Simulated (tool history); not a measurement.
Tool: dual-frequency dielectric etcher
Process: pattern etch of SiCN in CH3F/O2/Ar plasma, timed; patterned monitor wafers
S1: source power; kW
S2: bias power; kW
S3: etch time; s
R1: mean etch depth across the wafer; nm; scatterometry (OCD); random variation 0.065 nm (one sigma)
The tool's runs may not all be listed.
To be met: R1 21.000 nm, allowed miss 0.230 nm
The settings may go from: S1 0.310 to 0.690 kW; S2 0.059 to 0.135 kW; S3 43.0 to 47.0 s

Run 1, hour 0.0: S1 0.500 kW, S2 0.097 kW, S3 47.0 s. Result: R1 20.048 nm.
Run 2, hour 2.4: S1 0.500 kW, S2 0.089 kW, S3 47.0 s. Result: R1 19.557 nm.
Run 3, hour 8.8: S1 0.510 kW, S2 0.089 kW, S3 47.0 s. Result: R1 19.653 nm.
Run 4, hour 16.6: S1 0.510 kW, S2 0.089 kW, S3 43.0 s. Result: R1 17.903 nm.
Run 5, hour 22.0: S1 0.560 kW, S2 0.089 kW, S3 43.0 s. Result: R1 18.422 nm.
Run 6, hour 25.1: S1 0.630 kW, S2 0.089 kW, S3 43.0 s. Result: R1 18.854 nm.
Run 7, hour 28.5: S1 0.630 kW, S2 0.091 kW, S3 43.0 s. Result: R1 19.043 nm.
Run 8, hour 36.8: S1 0.630 kW, S2 0.093 kW, S3 43.0 s. Result: R1 19.187 nm.

Which of these 5 next moves meets every target?
Run A, hour 45.1: S1 0.660 kW, S2 0.091 kW, S3 47.0 s. Result: R1 ?.
Run B, hour 45.1: S1 0.650 kW, S2 0.107 kW, S3 46.5 s. Result: R1 ?.
Run C, hour 45.1: S1 0.610 kW, S2 0.107 kW, S3 44.0 s. Result: R1 ?.
Run D, hour 45.1: S1 0.640 kW, S2 0.130 kW, S3 44.0 s. Result: R1 ?.
Run E, hour 45.1: S1 0.580 kW, S2 0.114 kW, S3 47.0 s. Result: R1 ?.

move      R1
   A  21.200
   B  21.879
   C  20.378
   D  21.875
   E  21.911
A: meets every target
B: takes the result that was furthest off past its target
C: nearer than the last run, and not there yet
D: takes the result that was furthest off past its target
E: takes the result that was furthest off past its target
Answer: A

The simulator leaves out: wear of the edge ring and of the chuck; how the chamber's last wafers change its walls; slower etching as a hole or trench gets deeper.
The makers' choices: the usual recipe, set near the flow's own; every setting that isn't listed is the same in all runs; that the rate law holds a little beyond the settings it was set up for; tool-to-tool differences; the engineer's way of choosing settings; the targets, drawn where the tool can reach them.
